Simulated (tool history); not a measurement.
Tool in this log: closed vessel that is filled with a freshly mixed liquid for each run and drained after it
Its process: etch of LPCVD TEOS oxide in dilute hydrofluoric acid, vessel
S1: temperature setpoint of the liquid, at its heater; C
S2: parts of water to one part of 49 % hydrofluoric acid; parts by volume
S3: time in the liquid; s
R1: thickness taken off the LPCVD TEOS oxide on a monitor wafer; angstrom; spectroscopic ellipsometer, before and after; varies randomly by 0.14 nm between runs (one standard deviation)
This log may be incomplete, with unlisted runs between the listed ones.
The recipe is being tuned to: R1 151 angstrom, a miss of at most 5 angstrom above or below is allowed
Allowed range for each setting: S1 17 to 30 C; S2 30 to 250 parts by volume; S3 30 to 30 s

run,hour,S1,S2,S3,R1
1,0,22,140,30,81.469
2,4.7,22,180,30,60.867
3,6.6,25,180,30,67.303
4,14.7,26.5,180,30,71.214
# hour 16.2: hydrofluoric acid flow meter replaced
5,16.2,26.5,180,30,75.771
6,22.3,27,165,30,85.416
7,28.2,27.5,155,30,94.877
8,29.9,28,145,30,106.56
9,32.7,28.5,140,30,110.75
10,41.3,29,135,30,116.22
11,45.6,29,130,30,121.08
12,48.2,29,125,30,129.09

Below are 5 possible settings for the next run. Only one of them brings all results inside the allowed miss of their targets. Which is it?
A,50.8,29,120,30,?
B,50.8,28,115,30,?
C,50.8,27,110,30,?
D,50.8,26.5,105,30,?
E,50.8,28,105,30,?

move,R1
A,136.65
B,138.26
C,140.07
D,144.88
E,153.45
A: better than the last run, though not everything is in spec
B: better than the last run, though not everything is in spec
C: better than the last run, though not everything is in spec
D: better than the last run, though not everything is in spec
E: all results in spec
Go with E: it meets all targets.
